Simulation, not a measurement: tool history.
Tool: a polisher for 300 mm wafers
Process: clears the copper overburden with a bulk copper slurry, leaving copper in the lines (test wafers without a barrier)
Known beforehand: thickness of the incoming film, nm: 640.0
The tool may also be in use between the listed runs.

| run | hour | flow of slurry (ml/min) | pressure of the wafer on the pad (psi) | speed of the pad under the wafer (cm/s) | abrasive content of the slurry | overpolish time after the end point (s) | time until the end point was called (s) | dishing of a wide line in a test structure (Å) |
|---|---|---|---|---|---|---|---|---|
| 1 | 0.0 | 280 | 3.1 | 122 | 1.0 | 23 | 51.327 | 932.67 |
| 2 | 7.2 | 280 | 3.4 | 122 | 1.0 | 22 | 46.822 | 928.07 |
| 3 | 8.7 | 280 | 3.6 | 122 | 1.0 | 23 | 43.003 | 966.15 |
| 4 | 16.5 | 280 | 3.6 | 96 | 1.0 | 23 | 55.890 | 934.71 |
| 5 | 25.3 | 280 | 3.9 | 98 | 1.0 | 23 | 49.270 | 953.01 |
| 6 | 28.8 | 280 | 4.1 | 100 | 1.0 | 23 | 47.124 | 968.67 |
| 7 | 30.7 | 280 | 4.3 | 104 | 1.0 | 23 | 42.271 | 1019.70 |
|  | 38.6 | worn pad replaced by a new one |
| 8 | 38.6 | 280 | 4.4 | 106 | 1.0 | 22 | 39.189 | 1008.50 |
| 9 | 44.0 | 280 | 4.5 | 108 | 1.0 | 22 | 37.133 | 1016.10 |
| 10 | 48.5 | 280 | 4.6 | 108 | 1.0 | 22 | 36.763 | 1057.20 |
| 11 | 56.1 | 280 | 4.6 | 108 | 1.0 | 22 | 36.553 | 1034.20 |

Forecast run 12:
| 12 | 64.3 | 280 | 4.7 | 108 | 1.0 | 22 | ? | ? |

time until the end point was called (s): 36.451
dishing of a wide line in a test structure (Å): 1050.50
